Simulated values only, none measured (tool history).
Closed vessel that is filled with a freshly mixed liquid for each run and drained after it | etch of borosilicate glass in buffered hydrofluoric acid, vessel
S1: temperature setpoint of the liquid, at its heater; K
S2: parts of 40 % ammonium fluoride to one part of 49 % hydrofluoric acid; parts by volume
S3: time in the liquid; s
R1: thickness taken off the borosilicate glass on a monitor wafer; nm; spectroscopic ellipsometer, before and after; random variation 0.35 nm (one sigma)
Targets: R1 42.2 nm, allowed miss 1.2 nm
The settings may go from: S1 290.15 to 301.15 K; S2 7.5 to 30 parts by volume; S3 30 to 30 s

{"run": 1, "day": 0.0, "S1": 293.15, "S2": 21, "S3": 30, "R1": 14.847}
{"run": 2, "day": 0.208, "S1": 293.15, "S2": 17.5, "S3": 30, "R1": 17.716}
{"run": 3, "day": 0.338, "S1": 293.15, "S2": 13, "S3": 30, "R1": 23.565}
{"run": 4, "day": 0.396, "S1": 293.15, "S2": 8, "S3": 30, "R1": 37.34}
{"run": 5, "day": 0.642, "S1": 293.15, "S2": 8, "S3": 30, "R1": 37.337}
{"run": 6, "day": 0.779, "S1": 293.15, "S2": 8, "S3": 30, "R1": 37.414}
{"run": 7, "day": 1.125, "S1": 293.65, "S2": 8, "S3": 30, "R1": 38.735}
{"run": 8, "day": 1.25, "S1": 294.15, "S2": 8, "S3": 30, "R1": 38.685}
{"run": 9, "day": 1.358, "S1": 294.65, "S2": 8, "S3": 30, "R1": 40.197}
{"run": 10, "day": 1.608, "S1": 294.65, "S2": 8, "S3": 30, "R1": 40.43}

5 next moves are on the table. One of them brings every result within its allowed miss. Which?
{"run": "A", "day": 1.858, "S1": 294.65, "S2": 8.5, "S3": 30, "R1": "?"}
{"run": "B", "day": 1.858, "S1": 294.15, "S2": 7.5, "S3": 30, "R1": "?"}
{"run": "C", "day": 1.858, "S1": 296.15, "S2": 9, "S3": 30, "R1": "?"}
{"run": "D", "day": 1.858, "S1": 294.15, "S2": 8, "S3": 30, "R1": "?"}
{"run": "E", "day": 1.858, "S1": 295.15, "S2": 8.5, "S3": 30, "R1": "?"}

move=A R1=37.574
move=B R1=41.992
move=C R1=38.248
move=D R1=39.102
move=E R1=38.603
A: further off than the last run
B: meets every target
C: further off than the last run
D: further off than the last run
E: further off than the last run
Answer: B
